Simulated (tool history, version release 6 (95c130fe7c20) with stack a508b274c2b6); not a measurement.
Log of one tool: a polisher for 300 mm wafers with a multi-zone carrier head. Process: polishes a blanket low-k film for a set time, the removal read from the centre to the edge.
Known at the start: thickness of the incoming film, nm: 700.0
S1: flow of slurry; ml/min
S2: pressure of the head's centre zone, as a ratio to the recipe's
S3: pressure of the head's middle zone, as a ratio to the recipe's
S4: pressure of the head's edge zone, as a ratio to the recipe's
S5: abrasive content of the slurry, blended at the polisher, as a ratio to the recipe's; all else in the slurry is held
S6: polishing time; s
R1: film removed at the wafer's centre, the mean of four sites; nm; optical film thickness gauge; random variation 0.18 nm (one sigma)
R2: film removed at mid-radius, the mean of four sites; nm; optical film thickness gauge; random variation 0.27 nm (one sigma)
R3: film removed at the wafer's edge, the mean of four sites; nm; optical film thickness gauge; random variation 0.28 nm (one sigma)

Run 1, day 0: S1 305 ml/min, S2 1, S3 1, S4 1, S5 1, S6 54 s. Result: R1 28.161 nm, R2 26.845 nm, R3 27.665 nm.
Run 2, day 0.112: S1 305 ml/min, S2 1, S3 0.97, S4 1, S5 1, S6 54 s. Result: R1 28.144 nm, R2 25.687 nm, R3 27.696 nm.
Run 3, day 0.383: S1 305 ml/min, S2 1, S3 0.97, S4 1, S5 1, S6 44 s. Result: R1 22.365 nm, R2 21.387 nm, R3 22.288 nm.
Run 4, day 0.567: S1 300 ml/min, S2 0.99, S3 0.98, S4 1.01, S5 1, S6 44 s. Result: R1 22.091 nm, R2 22.279 nm, R3 22.228 nm.
Run 5, day 0.862: S1 300 ml/min, S2 0.99, S3 0.98, S4 1.01, S5 1, S6 34 s. Result: R1 17.291 nm, R2 16.5 nm, R3 17.3 nm.
Run 6, day 0.979: S1 300 ml/min, S2 0.99, S3 0.98, S4 1.01, S5 1.2, S6 34 s. Result: R1 18.419 nm, R2 18.127 nm, R3 18.668 nm.
Run 7, day 1.125: S1 305 ml/min, S2 0.99, S3 0.99, S4 1.04, S5 1.25, S6 34 s. Result: R1 19.062 nm, R2 18.899 nm, R3 18.763 nm.

Run 8 comes next. What will it give?
Run 8, day 1.321: S1 300 ml/min, S2 0.97, S3 0.98, S4 1.04, S5 1.3, S6 35 s. Result: R1 ?, R2 ?, R3 ?.

{"run 8": {"R1": 19.566, "R2": 19.329, "R3": 20.04}}

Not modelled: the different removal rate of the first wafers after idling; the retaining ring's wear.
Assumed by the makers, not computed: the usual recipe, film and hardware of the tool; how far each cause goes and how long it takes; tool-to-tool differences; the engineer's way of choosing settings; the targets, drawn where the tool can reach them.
